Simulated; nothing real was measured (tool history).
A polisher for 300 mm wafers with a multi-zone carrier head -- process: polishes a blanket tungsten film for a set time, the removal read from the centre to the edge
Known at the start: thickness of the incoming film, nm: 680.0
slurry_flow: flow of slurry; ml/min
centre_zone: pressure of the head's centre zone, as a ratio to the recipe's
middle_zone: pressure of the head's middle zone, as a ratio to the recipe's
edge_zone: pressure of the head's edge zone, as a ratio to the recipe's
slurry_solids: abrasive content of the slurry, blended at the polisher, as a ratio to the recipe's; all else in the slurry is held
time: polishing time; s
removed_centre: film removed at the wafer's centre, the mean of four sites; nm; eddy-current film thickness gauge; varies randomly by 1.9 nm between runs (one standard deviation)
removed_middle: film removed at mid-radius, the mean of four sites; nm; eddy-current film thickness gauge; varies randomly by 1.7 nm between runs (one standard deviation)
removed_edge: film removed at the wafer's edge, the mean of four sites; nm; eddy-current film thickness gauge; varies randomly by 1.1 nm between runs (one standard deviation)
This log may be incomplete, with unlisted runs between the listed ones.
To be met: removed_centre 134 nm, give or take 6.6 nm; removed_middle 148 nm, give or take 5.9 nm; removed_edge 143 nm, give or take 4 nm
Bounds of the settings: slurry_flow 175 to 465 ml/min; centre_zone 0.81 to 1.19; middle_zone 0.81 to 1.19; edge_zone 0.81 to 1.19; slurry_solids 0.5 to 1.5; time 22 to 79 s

| run | hour | slurry_flow | centre_zone | middle_zone | edge_zone | slurry_solids | time | removed_centre | removed_middle | removed_edge |
|---|---|---|---|---|---|---|---|---|---|---|
| 1 | 0 | 295 | 1 | 1 | 1 | 1 | 50 | 248.2 | 254.9 | 259.62 |
| 2 | 5.5 | 290 | 0.98 | 1 | 0.96 | 0.85 | 44 | 206.36 | 218.48 | 210.16 |
| 3 | 9.6 | 255 | 0.98 | 1 | 0.96 | 0.85 | 44 | 204.97 | 216.39 | 208.47 |
| 4 | 17.8 | 255 | 0.98 | 1 | 0.9 | 0.85 | 44 | 207.01 | 216.69 | 202.5 |
| 5 | 25.1 | 255 | 1.05 | 1 | 0.9 | 0.85 | 44 | 219.83 | 216.44 | 207.41 |
| 6 | 32.1 | 255 | 1.05 | 1 | 0.95 | 0.85 | 44 | 213.14 | 216.48 | 209.02 |
| 7 | 34.8 | 255 | 1.05 | 1 | 0.95 | 0.85 | 44 | 217.8 | 215.86 | 207.08 |
| 8 | 41.7 | 240 | 0.95 | 0.95 | 0.87 | 0.6 | 30 | 124.23 | 130.45 | 125.12 |
| 9 | 46.9 | 255 | 0.96 | 0.97 | 0.91 | 0.6 | 30 | 127.23 | 132.33 | 127.97 |
| 10 | 55.8 | 280 | 0.94 | 1.06 | 1.01 | 0.8 | 31 | 143.13 | 161.1 | 150.8 |
|  | 58.5 | worn pad replaced by a new one |
| 11 | 58.5 | 280 | 0.93 | 1.04 | 1 | 0.8 | 31 | 146.12 | 162.01 | 157.69 |
| 12 | 67.1 | 275 | 0.92 | 1.03 | 0.98 | 0.75 | 31 | 137.65 | 162.56 | 153.75 |
| 13 | 73.2 | 270 | 0.93 | 1.02 | 0.97 | 0.75 | 31 | 136.53 | 157.7 | 153.8 |
| 14 | 74 | 270 | 0.93 | 1.02 | 0.97 | 0.75 | 31 | 142.04 | 154.42 | 150.26 |

Consider the 5 candidate settings below. Which is the only one whose results all fall within their allowed miss of target?
| A | 74.8 | 260 | 0.96 | 1.04 | 1.01 | 0.7 | 29 | ? | ? | ? |
| B | 74.8 | 285 | 0.89 | 1.09 | 1.01 | 0.6 | 33 | ? | ? | ? |
| C | 74.8 | 285 | 1.05 | 1.06 | 0.89 | 0.75 | 30 | ? | ? | ? |
| D | 74.8 | 275 | 0.91 | 1.05 | 1.02 | 0.7 | 31 | ? | ? | ? |
| E | 74.8 | 180 | 0.88 | 1.06 | 0.94 | 0.5 | 35 | ? | ? | ? |

| move | removed_centre | removed_middle | removed_edge |
|---|---|---|---|
| A | 136.95 | 145.37 | 143.49 |
| B | 141.11 | 167.07 | 158 |
| C | 157.95 | 156.57 | 143.02 |
| D | 140.04 | 157.41 | 154.64 |
| E | 135.38 | 158.95 | 150.28 |
A: meets every target
B: lands further from the targets than the last run did
C: puts the biggest miss on target and leaves a different result outside tolerance
D: lands further from the targets than the last run did
E: roughly where the last run was
Correct choice: A, which meets every target

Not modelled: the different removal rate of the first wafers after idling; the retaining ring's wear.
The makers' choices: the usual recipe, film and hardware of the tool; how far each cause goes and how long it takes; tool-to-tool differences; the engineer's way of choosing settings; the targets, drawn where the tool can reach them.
